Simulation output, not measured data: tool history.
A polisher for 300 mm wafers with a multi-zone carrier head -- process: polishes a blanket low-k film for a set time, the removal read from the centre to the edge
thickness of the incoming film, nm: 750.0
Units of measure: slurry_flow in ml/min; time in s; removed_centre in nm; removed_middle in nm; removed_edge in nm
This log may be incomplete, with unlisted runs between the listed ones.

run 1 hour=0.0 | slurry_flow=310 centre_zone=1.00 middle_zone=1.00 edge_zone=1.00 slurry_solids=1.0 time=54 | removed_centre=18.216 removed_middle=17.850 removed_edge=17.703
run 2 hour=1.7 | slurry_flow=310 centre_zone=1.07 middle_zone=1.00 edge_zone=1.00 slurry_solids=1.0 time=54 | removed_centre=19.526 removed_middle=17.815 removed_edge=17.516
run 3 hour=5.5 | slurry_flow=310 centre_zone=1.07 middle_zone=1.00 edge_zone=1.00 slurry_solids=1.0 time=42 | removed_centre=15.287 removed_middle=13.826 removed_edge=13.671
run 4 hour=13.4 | slurry_flow=310 centre_zone=1.07 middle_zone=0.96 edge_zone=1.00 slurry_solids=1.0 time=42 | removed_centre=15.105 removed_middle=13.327 removed_edge=13.451
run 5 hour=17.5 | slurry_flow=315 centre_zone=1.09 middle_zone=0.98 edge_zone=1.02 slurry_solids=1.1 time=44 | removed_centre=16.816 removed_middle=14.989 removed_edge=15.010
run 6 hour=21.7 | slurry_flow=315 centre_zone=1.09 middle_zone=0.98 edge_zone=1.02 slurry_solids=0.9 time=44 | removed_centre=15.253 removed_middle=13.390 removed_edge=13.268

Estimate the outcome of run 7 from the log above:
run 7 hour=30.5 | slurry_flow=315 centre_zone=1.09 middle_zone=0.98 edge_zone=1.02 slurry_solids=0.9 time=44 | removed_centre=? removed_middle=? removed_edge=?

Run 7 measured removed_centre 15.095 nm, removed_middle 13.471 nm, removed_edge 13.624 nm.
